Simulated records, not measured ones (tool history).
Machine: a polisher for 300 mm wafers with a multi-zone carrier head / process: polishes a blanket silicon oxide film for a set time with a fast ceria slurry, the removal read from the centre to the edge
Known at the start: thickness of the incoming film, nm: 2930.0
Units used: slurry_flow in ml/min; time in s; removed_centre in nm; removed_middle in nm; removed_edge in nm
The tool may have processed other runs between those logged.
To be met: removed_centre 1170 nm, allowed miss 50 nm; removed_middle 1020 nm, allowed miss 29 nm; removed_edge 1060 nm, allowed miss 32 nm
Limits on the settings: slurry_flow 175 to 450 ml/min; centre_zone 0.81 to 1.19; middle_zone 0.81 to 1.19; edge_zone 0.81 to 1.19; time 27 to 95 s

run	hour	slurry_flow	centre_zone	middle_zone	edge_zone	time	removed_centre	removed_middle	removed_edge
1	0	290	1	1	1	61	911.41	913.02	929.08
2	8.2	300	1.04	1.01	1.03	62	975.47	923.67	956.9
3	8.9	300	1.04	1.08	1.03	62	969.48	988.24	954.35
4	15.4	310	1.07	1.08	1.06	63	1024.3	1002.9	986.36
5	17.3	310	1.07	1.14	1.06	63	1029.1	1038.7	979.68
6	23.7	310	1.07	1.14	1.06	70	1136.8	1163.1	1095.5
7	26.5	305	1.08	1.11	1.05	70	1175	1144.6	1099.8
8	31.6	300	1.08	1.08	1.04	69	1127.9	1093.7	1075.4
9	35.9	295	1.1	1.06	1.04	69	1139.4	1067.6	1071
10	40.9	295	1.11	1.05	1.04	69	1156.4	1076.4	1071.1
11	47.8	295	1.12	1.03	1.04	69	1178	1045.1	1080.7

Below are 5 possible settings for the next run. Only one of them brings all results inside the allowed miss of their targets. Which is it?
A	54.7	195	1.12	1.01	1.01	71	?	?	?
B	54.7	200	1.1	1.06	1.07	71	?	?	?
C	54.7	300	1.11	0.99	1.05	74	?	?	?
D	54.7	270	1.13	1.04	0.99	70	?	?	?
E	54.7	320	1.09	1.01	1.07	71	?	?	?

move	removed_centre	removed_middle	removed_edge
A	1168.2	1025	1073.7
B	1152	1070.3	1105.7
C	1255.8	1088.5	1171.9
D	1197.6	1064.8	1069.9
E	1190.9	1067.3	1138.8
A: meets every target
B: misses by more than the last run did
C: misses by more than the last run did
D: misses by more than the last run did
E: misses by more than the last run did
The right move is A.
